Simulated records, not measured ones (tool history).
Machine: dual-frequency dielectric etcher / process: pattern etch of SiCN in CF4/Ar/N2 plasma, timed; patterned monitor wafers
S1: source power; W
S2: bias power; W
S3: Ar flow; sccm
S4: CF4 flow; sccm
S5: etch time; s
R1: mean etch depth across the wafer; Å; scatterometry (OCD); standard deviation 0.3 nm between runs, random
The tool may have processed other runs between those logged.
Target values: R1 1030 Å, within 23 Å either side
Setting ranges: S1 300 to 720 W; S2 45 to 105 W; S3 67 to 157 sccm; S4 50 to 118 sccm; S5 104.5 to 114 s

Run 1, hour 0: S1 510 W, S2 75 W, S3 112 sccm, S4 84 sccm, S5 114 s. Result: R1 1163.7 Å.
Run 2, hour 1: S1 510 W, S2 75 W, S3 124 sccm, S4 84 sccm, S5 114 s. Result: R1 1135.8 Å.
Run 3, hour 7.9: S1 440 W, S2 75 W, S3 124 sccm, S4 84 sccm, S5 114 s. Result: R1 972 Å.
Run 4, hour 15.2: S1 440 W, S2 75 W, S3 124 sccm, S4 69 sccm, S5 114 s. Result: R1 950.74 Å.
Run 5, hour 19.3: S1 440 W, S2 75 W, S3 124 sccm, S4 69 sccm, S5 104.5 s. Result: R1 867.95 Å.
Run 6, hour 22.7: S1 460 W, S2 75 W, S3 124 sccm, S4 69 sccm, S5 104.5 s. Result: R1 908.37 Å.
Run 7, hour 26.9: S1 480 W, S2 75 W, S3 124 sccm, S4 69 sccm, S5 104.5 s. Result: R1 947.67 Å.
Run 8, hour 29: S1 490 W, S2 75 W, S3 124 sccm, S4 69 sccm, S5 104.5 s. Result: R1 965.66 Å.
Run 9, hour 36.9: S1 500 W, S2 75 W, S3 124 sccm, S4 69 sccm, S5 104.5 s. Result: R1 994.64 Å.
Run 10, hour 45.8: S1 500 W, S2 75 W, S3 124 sccm, S4 69 sccm, S5 104.5 s. Result: R1 987.8 Å.

4 next moves are on the table. One of them brings every result within its allowed miss. Which?
Run A, hour 54.7: S1 430 W, S2 80 W, S3 134 sccm, S4 61 sccm, S5 114 s. Result: R1 ?.
Run B, hour 54.7: S1 520 W, S2 68 W, S3 141 sccm, S4 68 sccm, S5 104.5 s. Result: R1 ?.
Run C, hour 54.7: S1 470 W, S2 89 W, S3 138 sccm, S4 76 sccm, S5 104.5 s. Result: R1 ?.
Run D, hour 54.7: S1 510 W, S2 73 W, S3 116 sccm, S4 53 sccm, S5 110 s. Result: R1 ?.

move      R1
   A  910.72
   B  973.85
   C  974.14
   D  1035.7
A: the biggest miss grows against the last run
B: the biggest miss grows against the last run
C: the biggest miss grows against the last run
D: all results land within tolerance of their targets
The move that meets every target is D.
